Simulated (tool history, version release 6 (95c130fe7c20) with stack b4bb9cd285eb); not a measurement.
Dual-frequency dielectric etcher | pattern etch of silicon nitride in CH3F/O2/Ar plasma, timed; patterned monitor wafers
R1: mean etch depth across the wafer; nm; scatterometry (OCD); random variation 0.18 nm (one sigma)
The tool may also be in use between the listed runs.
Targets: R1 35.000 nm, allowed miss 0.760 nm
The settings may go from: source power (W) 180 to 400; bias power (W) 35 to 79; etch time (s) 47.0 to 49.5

{"run": 1, "day": 0.0, "source power (W)": 290, "bias power (W)": 57, "etch time (s)": 47.0, "R1": 28.498}
{"run": 2, "day": 0.054, "source power (W)": 290, "bias power (W)": 65, "etch time (s)": 47.0, "R1": 30.17}
{"run": 3, "day": 0.217, "source power (W)": 290, "bias power (W)": 61, "etch time (s)": 47.0, "R1": 29.03}
{"run": 4, "day": 0.262, "source power (W)": 310, "bias power (W)": 63, "etch time (s)": 47.0, "R1": 30.97}
{"run": 5, "day": 0.446, "source power (W)": 320, "bias power (W)": 63, "etch time (s)": 47.0, "R1": 31.417}
{"run": 6, "day": 0.554, "source power (W)": 330, "bias power (W)": 63, "etch time (s)": 47.0, "R1": 32.085}
{"run": 7, "day": 0.858, "source power (W)": 340, "bias power (W)": 63, "etch time (s)": 47.0, "R1": 32.409}
{"run": 8, "day": 1.025, "source power (W)": 350, "bias power (W)": 63, "etch time (s)": 47.0, "R1": 32.995}
{"run": 9, "day": 1.142, "source power (W)": 360, "bias power (W)": 63, "etch time (s)": 47.0, "R1": 33.279}
{"run": 10, "day": 1.321, "source power (W)": 370, "bias power (W)": 63, "etch time (s)": 47.0, "R1": 34.03}

Which of these 5 next moves meets every target?
{"run": "A", "day": 1.5, "source power (W)": 350, "bias power (W)": 62, "etch time (s)": 47.5, "R1": "?"}
{"run": "B", "day": 1.5, "source power (W)": 370, "bias power (W)": 54, "etch time (s)": 47.0, "R1": "?"}
{"run": "C", "day": 1.5, "source power (W)": 300, "bias power (W)": 73, "etch time (s)": 47.0, "R1": "?"}
{"run": "D", "day": 1.5, "source power (W)": 350, "bias power (W)": 57, "etch time (s)": 49.0, "R1": "?"}
{"run": "E", "day": 1.5, "source power (W)": 390, "bias power (W)": 61, "etch time (s)": 48.0, "R1": "?"}

move=A R1=33.522
move=B R1=32.053
move=C R1=32.839
move=D R1=33.248
move=E R1=35.628
A: further off than the last run
B: further off than the last run
C: further off than the last run
D: further off than the last run
E: meets every target
The right move is E.

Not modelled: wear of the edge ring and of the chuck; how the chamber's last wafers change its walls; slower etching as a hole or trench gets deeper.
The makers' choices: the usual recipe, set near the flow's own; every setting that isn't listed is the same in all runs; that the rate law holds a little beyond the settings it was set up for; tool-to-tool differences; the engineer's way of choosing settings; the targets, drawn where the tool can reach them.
